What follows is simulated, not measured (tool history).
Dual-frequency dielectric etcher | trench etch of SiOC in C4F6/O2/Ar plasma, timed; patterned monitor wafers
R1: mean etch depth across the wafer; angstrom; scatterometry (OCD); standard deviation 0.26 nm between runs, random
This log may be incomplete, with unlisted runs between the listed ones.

Run 1, day 0: source power (W) 370, bias power (W) 166, etch time (s) 22. Result: R1 424.82 angstrom.
Run 2, day 0.296: source power (W) 400, bias power (W) 176, etch time (s) 22. Result: R1 453.05 angstrom.
Run 3, day 0.412: source power (W) 420, bias power (W) 179, etch time (s) 22. Result: R1 469.04 angstrom.
Run 4, day 0.638: source power (W) 420, bias power (W) 154, etch time (s) 22. Result: R1 436.96 angstrom.
Run 5, day 0.708: source power (W) 420, bias power (W) 141, etch time (s) 22. Result: R1 421.21 angstrom.
Run 6, day 0.821: source power (W) 420, bias power (W) 129, etch time (s) 22. Result: R1 399.66 angstrom.
Run 7, day 0.846: source power (W) 490, bias power (W) 163, etch time (s) 22.5. Result: R1 492.1 angstrom.
Run 8, day 0.883: source power (W) 490, bias power (W) 167, etch time (s) 22.5. Result: R1 496.86 angstrom.
Run 9, day 1.083: source power (W) 490, bias power (W) 171, etch time (s) 22.5. Result: R1 503.76 angstrom.
Run 10, day 1.138: source power (W) 490, bias power (W) 174, etch time (s) 22.5. Result: R1 507.06 angstrom.

What will run 11 give?
Run 11, day 1.188: source power (W) 490, bias power (W) 176, etch time (s) 22.5. Result: R1 ?.

{"run 11": {"R1": 512.24}}

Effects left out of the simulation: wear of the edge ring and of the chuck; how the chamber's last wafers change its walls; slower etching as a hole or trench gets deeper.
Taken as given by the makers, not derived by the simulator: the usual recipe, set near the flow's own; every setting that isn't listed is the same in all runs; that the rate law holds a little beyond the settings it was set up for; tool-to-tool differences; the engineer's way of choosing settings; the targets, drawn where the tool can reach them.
